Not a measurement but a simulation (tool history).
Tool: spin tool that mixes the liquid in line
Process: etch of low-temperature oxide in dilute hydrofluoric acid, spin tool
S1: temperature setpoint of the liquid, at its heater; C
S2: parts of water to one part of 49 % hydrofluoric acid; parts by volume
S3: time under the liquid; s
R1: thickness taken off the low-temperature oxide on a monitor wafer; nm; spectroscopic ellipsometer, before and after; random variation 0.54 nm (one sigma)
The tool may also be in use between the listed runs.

Run 1, hour 0.0: S1 25.0 C, S2 95 parts by volume, S3 295 s. Result: R1 48.212 nm.
Run 2, hour 6.5: S1 27.0 C, S2 95 parts by volume, S3 295 s. Result: R1 51.821 nm.
Run 3, hour 9.6: S1 27.0 C, S2 95 parts by volume, S3 295 s. Result: R1 52.054 nm.
Run 4, hour 14.9: S1 28.0 C, S2 85 parts by volume, S3 295 s. Result: R1 61.597 nm.
Run 5, hour 16.3: S1 28.0 C, S2 85 parts by volume, S3 315 s. Result: R1 65.809 nm.
Run 6, hour 22.5: S1 29.0 C, S2 80 parts by volume, S3 315 s. Result: R1 73.240 nm.
Run 7, hour 23.8: S1 30.0 C, S2 75 parts by volume, S3 315 s. Result: R1 81.444 nm.

The next listed run, before its measurement:
Run 8, hour 31.1: S1 30.5 C, S2 75 parts by volume, S3 315 s. Result: R1 ?.

R1: 83.142 nm
